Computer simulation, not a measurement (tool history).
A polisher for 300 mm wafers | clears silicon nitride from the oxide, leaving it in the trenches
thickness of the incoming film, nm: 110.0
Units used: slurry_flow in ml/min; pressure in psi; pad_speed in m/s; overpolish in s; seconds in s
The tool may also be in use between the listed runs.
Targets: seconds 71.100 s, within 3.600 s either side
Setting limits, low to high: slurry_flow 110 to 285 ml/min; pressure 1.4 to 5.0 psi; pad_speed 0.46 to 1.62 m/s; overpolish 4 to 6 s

Run 1, hour 0.0: slurry_flow 180 ml/min, pressure 3.2 psi, pad_speed 1.04 m/s, overpolish 6 s. Result: seconds 125.550 s.
Run 2, hour 0.6: slurry_flow 180 ml/min, pressure 3.2 psi, pad_speed 1.04 m/s, overpolish 6 s. Result: seconds 126.160 s.
Run 3, hour 2.8: slurry_flow 220 ml/min, pressure 3.2 psi, pad_speed 1.04 m/s, overpolish 6 s. Result: seconds 122.340 s.
Run 4, hour 7.0: slurry_flow 220 ml/min, pressure 2.8 psi, pad_speed 1.04 m/s, overpolish 6 s. Result: seconds 141.000 s.
Run 5, hour 14.9: slurry_flow 220 ml/min, pressure 2.1 psi, pad_speed 1.04 m/s, overpolish 6 s. Result: seconds 182.080 s.
Run 6, hour 16.7: slurry_flow 220 ml/min, pressure 2.1 psi, pad_speed 1.04 m/s, overpolish 4 s. Result: seconds 185.000 s.
Run 7, hour 18.9: slurry_flow 225 ml/min, pressure 3.0 psi, pad_speed 1.14 m/s, overpolish 4 s. Result: seconds 118.600 s.
Run 8, hour 22.7: slurry_flow 225 ml/min, pressure 3.3 psi, pad_speed 1.14 m/s, overpolish 4 s. Result: seconds 108.020 s.
Run 9, hour 30.9: slurry_flow 225 ml/min, pressure 3.5 psi, pad_speed 1.14 m/s, overpolish 4 s. Result: seconds 101.600 s.
Run 10, hour 36.8: slurry_flow 225 ml/min, pressure 3.7 psi, pad_speed 1.14 m/s, overpolish 4 s. Result: seconds 95.440 s.
Run 11, hour 44.0: slurry_flow 225 ml/min, pressure 3.9 psi, pad_speed 1.14 m/s, overpolish 4 s. Result: seconds 93.535 s.
Run 12, hour 52.4: slurry_flow 225 ml/min, pressure 4.1 psi, pad_speed 1.14 m/s, overpolish 4 s. Result: seconds 89.465 s.

Which of these 5 next moves meets every target?
Run A, hour 60.8: slurry_flow 225 ml/min, pressure 4.1 psi, pad_speed 1.42 m/s, overpolish 4 s. Result: seconds ?.
Run B, hour 60.8: slurry_flow 200 ml/min, pressure 4.6 psi, pad_speed 1.48 m/s, overpolish 4 s. Result: seconds ?.
Run C, hour 60.8: slurry_flow 210 ml/min, pressure 3.6 psi, pad_speed 0.96 m/s, overpolish 4 s. Result: seconds ?.
Run D, hour 60.8: slurry_flow 225 ml/min, pressure 4.8 psi, pad_speed 1.44 m/s, overpolish 4 s. Result: seconds ?.
Run E, hour 60.8: slurry_flow 275 ml/min, pressure 3.8 psi, pad_speed 1.04 m/s, overpolish 4 s. Result: seconds ?.

move  seconds
   A   71.990
   B   62.624
   C  120.550
   D   60.865
   E  102.880
A: in spec on every target
B: takes the result that was furthest off past its target
C: lands further from the targets than the last run did
D: takes the result that was furthest off past its target
E: lands further from the targets than the last run did
Correct choice: A, which meets every target
